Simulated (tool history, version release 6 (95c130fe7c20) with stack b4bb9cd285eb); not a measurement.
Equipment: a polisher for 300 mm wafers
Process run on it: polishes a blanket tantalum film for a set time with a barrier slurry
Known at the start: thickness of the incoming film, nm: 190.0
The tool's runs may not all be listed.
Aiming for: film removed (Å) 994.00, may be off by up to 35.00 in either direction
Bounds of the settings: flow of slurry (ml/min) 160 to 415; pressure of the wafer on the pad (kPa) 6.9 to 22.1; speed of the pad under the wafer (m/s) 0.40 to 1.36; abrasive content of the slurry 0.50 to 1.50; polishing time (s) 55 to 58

run  hour  flow of slurry (ml/min)  pressure of the wafer on the pad (kPa)  speed of the pad under the wafer (m/s)  abrasive content of the slurry  polishing time (s)  film removed (Å)
  1   0.0                      265                                    14.5                                    0.88                            1.00                  55            756.21
  2   3.7                      265                                    15.2                                    0.88                            1.00                  55            803.13
  3  11.9                      265                                    15.9                                    0.88                            1.00                  55            829.19
  4  19.3                      265                                    15.9                                    0.88                            1.00                  55            852.54
  5  22.6                      265                                    17.2                                    0.88                            1.00                  55            891.96
  6  28.2                      200                                    17.2                                    0.88                            1.00                  55            875.88
  7  31.2                      205                                    17.2                                    0.88                            1.00                  55            890.41
  8  32.3                      205                                    17.9                                    0.88                            1.00                  55            920.85
  9  37.3                      205                                    17.9                                    0.88                            1.00                  55            899.71

Consider the 5 candidate settings below. Which is the only one whose results all fall within their allowed miss of target?
  A  42.3                      205                                    18.6                                    0.76                            1.05                  58                 ?
  B  42.3                      215                                    18.6                                    0.90                            1.15                  58                 ?
  C  42.3                      240                                    18.6                                    0.86                            0.95                  58                 ?
  D  42.3                      240                                    17.2                                    0.90                            0.90                  56                 ?
  E  42.3                      200                                    18.6                                    0.82                            1.05                  56                 ?

move  film removed (Å)
   A            879.48
   B           1067.60
   C            967.13
   D            886.21
   E            910.98
A: lands further from the targets than the last run did
B: the result that was furthest off in the last run now lies on the other side of its target
C: each result inside its tolerance
D: lands further from the targets than the last run did
E: moves toward the targets from the last run without getting all of them in spec
The right move is C.

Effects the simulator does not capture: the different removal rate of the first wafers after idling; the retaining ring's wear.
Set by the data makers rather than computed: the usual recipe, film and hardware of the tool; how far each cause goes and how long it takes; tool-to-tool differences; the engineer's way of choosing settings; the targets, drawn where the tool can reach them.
